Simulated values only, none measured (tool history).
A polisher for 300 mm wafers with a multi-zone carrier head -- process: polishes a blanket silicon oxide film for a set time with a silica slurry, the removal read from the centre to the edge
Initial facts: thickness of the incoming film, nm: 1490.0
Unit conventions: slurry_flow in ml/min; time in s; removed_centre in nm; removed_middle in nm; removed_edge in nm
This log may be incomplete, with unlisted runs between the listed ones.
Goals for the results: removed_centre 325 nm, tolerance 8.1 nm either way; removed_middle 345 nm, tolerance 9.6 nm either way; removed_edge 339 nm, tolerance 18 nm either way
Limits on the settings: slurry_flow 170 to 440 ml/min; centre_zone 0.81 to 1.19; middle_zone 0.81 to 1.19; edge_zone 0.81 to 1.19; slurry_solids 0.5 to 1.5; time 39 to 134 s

run 1 hour=0 | slurry_flow=280 centre_zone=1 middle_zone=1 edge_zone=1 slurry_solids=1 time=86 | removed_centre=377.25 removed_middle=372.12 removed_edge=376.59
run 2 hour=3.3 | slurry_flow=280 centre_zone=1 middle_zone=1 edge_zone=1 slurry_solids=1 time=95 | removed_centre=418.08 removed_middle=413.35 removed_edge=423.52
run 3 hour=8.8 | slurry_flow=280 centre_zone=1 middle_zone=1.05 edge_zone=1 slurry_solids=1 time=95 | removed_centre=415.47 removed_middle=437.75 removed_edge=411.4
run 4 hour=12.2 | slurry_flow=320 centre_zone=1 middle_zone=1.05 edge_zone=1 slurry_solids=1 time=95 | removed_centre=420.54 removed_middle=438.67 removed_edge=423.24
run 5 hour=19.4 | slurry_flow=305 centre_zone=0.98 middle_zone=1.03 edge_zone=0.97 slurry_solids=0.95 time=95 | removed_centre=398.66 removed_middle=418.77 removed_edge=407.15
run 6 hour=28 | slurry_flow=290 centre_zone=0.97 middle_zone=1.02 edge_zone=0.94 slurry_solids=0.9 time=95 | removed_centre=377.51 removed_middle=399.92 removed_edge=372.77
run 7 hour=35.6 | slurry_flow=280 centre_zone=0.95 middle_zone=1 edge_zone=0.93 slurry_solids=0.9 time=95 | removed_centre=371.13 removed_middle=391.39 removed_edge=386.27
run 8 hour=41.6 | slurry_flow=275 centre_zone=0.94 middle_zone=0.99 edge_zone=0.91 slurry_solids=0.85 time=95 | removed_centre=357.84 removed_middle=375.89 removed_edge=366.75
run 9 hour=44.1 | slurry_flow=270 centre_zone=0.93 middle_zone=0.98 edge_zone=0.89 slurry_solids=0.85 time=95 | removed_centre=353.04 removed_middle=376.75 removed_edge=371.62
run 10 hour=46.7 | slurry_flow=265 centre_zone=0.93 middle_zone=0.98 edge_zone=0.88 slurry_solids=0.8 time=95 | removed_centre=341.91 removed_middle=356.77 removed_edge=340.84
run 11 hour=50.8 | slurry_flow=255 centre_zone=0.92 middle_zone=0.98 edge_zone=0.88 slurry_solids=0.8 time=95 | removed_centre=332.31 removed_middle=355.59 removed_edge=342.41
run 12 hour=58.6 | slurry_flow=250 centre_zone=0.92 middle_zone=0.98 edge_zone=0.88 slurry_solids=0.8 time=95 | removed_centre=331.88 removed_middle=361.23 removed_edge=354.85
run 13 hour=65.3 | slurry_flow=250 centre_zone=0.92 middle_zone=0.98 edge_zone=0.88 slurry_solids=0.8 time=95 | removed_centre=332.2 removed_middle=360.38 removed_edge=346.47
run 14 hour=68.2 | slurry_flow=245 centre_zone=0.92 middle_zone=0.97 edge_zone=0.88 slurry_solids=0.8 time=95 | removed_centre=334.63 removed_middle=360.92 removed_edge=338

Exercise: of the 5 proposed moves below, exactly one satisfies all targets within the stated allowed misses. Which move is it?
run A hour=71.1 | slurry_flow=170 centre_zone=0.93 middle_zone=1.01 edge_zone=0.81 slurry_solids=0.7 time=106 | removed_centre=? removed_middle=? removed_edge=?
run B hour=71.1 | slurry_flow=305 centre_zone=0.92 middle_zone=0.99 edge_zone=0.87 slurry_solids=1.1 time=76 | removed_centre=? removed_middle=? removed_edge=?
run C hour=71.1 | slurry_flow=320 centre_zone=0.93 middle_zone=0.97 edge_zone=0.87 slurry_solids=0.85 time=93 | removed_centre=? removed_middle=? removed_edge=?
run D hour=71.1 | slurry_flow=170 centre_zone=0.96 middle_zone=1 edge_zone=0.9 slurry_solids=0.75 time=101 | removed_centre=? removed_middle=? removed_edge=?
run E hour=71.1 | slurry_flow=255 centre_zone=0.95 middle_zone=1.08 edge_zone=0.95 slurry_solids=1 time=81 | removed_centre=? removed_middle=? removed_edge=?

move=A removed_centre=335.19 removed_middle=365.39 removed_edge=338.53
move=B removed_centre=321.91 removed_middle=347.27 removed_edge=334.53
move=C removed_centre=348.48 removed_middle=365.44 removed_edge=357.98
move=D removed_centre=345.02 removed_middle=361.14 removed_edge=353.85
move=E removed_centre=333.72 removed_middle=375.42 removed_edge=350.47
A: further off than the last run
B: meets every target
C: further off than the last run
D: further off than the last run
E: further off than the last run
The right move is B.

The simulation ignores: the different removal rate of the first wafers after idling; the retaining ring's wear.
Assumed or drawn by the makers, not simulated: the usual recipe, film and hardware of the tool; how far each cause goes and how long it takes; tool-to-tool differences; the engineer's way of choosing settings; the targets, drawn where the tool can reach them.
